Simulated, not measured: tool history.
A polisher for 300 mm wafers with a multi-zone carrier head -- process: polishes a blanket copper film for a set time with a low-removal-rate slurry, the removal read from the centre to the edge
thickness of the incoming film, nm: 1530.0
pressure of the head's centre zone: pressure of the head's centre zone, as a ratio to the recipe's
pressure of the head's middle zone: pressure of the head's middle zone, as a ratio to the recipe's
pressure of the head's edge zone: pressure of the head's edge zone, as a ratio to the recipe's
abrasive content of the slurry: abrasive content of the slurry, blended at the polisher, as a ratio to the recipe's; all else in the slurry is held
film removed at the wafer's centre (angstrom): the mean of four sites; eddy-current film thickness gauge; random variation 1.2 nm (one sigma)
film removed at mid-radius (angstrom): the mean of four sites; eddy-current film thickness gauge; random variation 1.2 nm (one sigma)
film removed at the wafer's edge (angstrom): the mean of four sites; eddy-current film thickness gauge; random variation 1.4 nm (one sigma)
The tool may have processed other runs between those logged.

run  hour  flow of slurry (ml/min)  pressure of the head's centre zone  pressure of the head's middle zone  pressure of the head's edge zone  abrasive content of the slurry  polishing time (s)  film removed at the wafer's centre (angstrom)  film removed at mid-radius (angstrom)  film removed at the wafer's edge (angstrom)
  1     0                      230                                   1                                   1                                 1                               1                  47                                         1356.5                                 1293.6                                       1383.9
  2   2.1                      230                                   1                                0.93                                 1                               1                  47                                         1399.2                                 1244.8                                       1415.3
  3   3.8                      230                                   1                                0.93                              1.07                               1                  47                                         1389.8                                 1256.2                                       1439.8
  4   9.5                      230                                   1                                0.93                              1.07                               1                  42                                         1220.9                                 1093.8                                       1301.9
  5  12.4                      230                                   1                                0.87                              1.07                               1                  42                                         1220.3                                 1081.9                                       1284.7
  6  19.8                      180                                   1                                0.87                              1.07                               1                  42                                         1195.4                                 1018.8                                       1265.7
  7  20.9                      180                                   1                                0.87                              1.04                             0.9                  42                                           1168                                 1023.2                                       1219.5

Estimate the outcome of run 8 from the log above:
  8  26.9                      175                                1.01                                0.86                              1.04                            0.85                  41                                              ?                                      ?                                            ?

{"run 8": {"film removed at the wafer's centre (angstrom)": 1147.3, "film removed at mid-radius (angstrom)": 953.32, "film removed at the wafer's edge (angstrom)": 1184.2}}
